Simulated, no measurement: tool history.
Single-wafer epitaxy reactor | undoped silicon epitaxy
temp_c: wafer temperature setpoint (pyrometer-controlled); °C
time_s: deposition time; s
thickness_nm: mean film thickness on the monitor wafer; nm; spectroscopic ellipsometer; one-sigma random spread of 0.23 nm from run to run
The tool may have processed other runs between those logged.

Run 1, hour 0: temp_c 645 °C, time_s 311 s. Result: thickness_nm 50.867 nm.
Run 2, hour 2.7: temp_c 646 °C, time_s 311 s. Result: thickness_nm 51.706 nm.
Run 3, hour 6.5: temp_c 647 °C, time_s 311 s. Result: thickness_nm 53.234 nm.
Run 4, hour 7.8: temp_c 657 °C, time_s 311 s. Result: thickness_nm 67.465 nm.
Run 5, hour 12.2: temp_c 656 °C, time_s 311 s. Result: thickness_nm 65.962 nm.
Run 6, hour 16.6: temp_c 655 °C, time_s 311 s. Result: thickness_nm 64.144 nm.
Run 7, hour 23.6: temp_c 654 °C, time_s 311 s. Result: thickness_nm 62.659 nm.
At hour 24.4: pyrometer calibrated.
Run 8, hour 24.4: temp_c 653 °C, time_s 311 s. Result: thickness_nm 55.044 nm.

What does the tool deliver on the next run?
Run 9, hour 26.6: temp_c 654 °C, time_s 311 s. Result: thickness_nm ?.

{"run 9": {"thickness_nm": 56.263}}

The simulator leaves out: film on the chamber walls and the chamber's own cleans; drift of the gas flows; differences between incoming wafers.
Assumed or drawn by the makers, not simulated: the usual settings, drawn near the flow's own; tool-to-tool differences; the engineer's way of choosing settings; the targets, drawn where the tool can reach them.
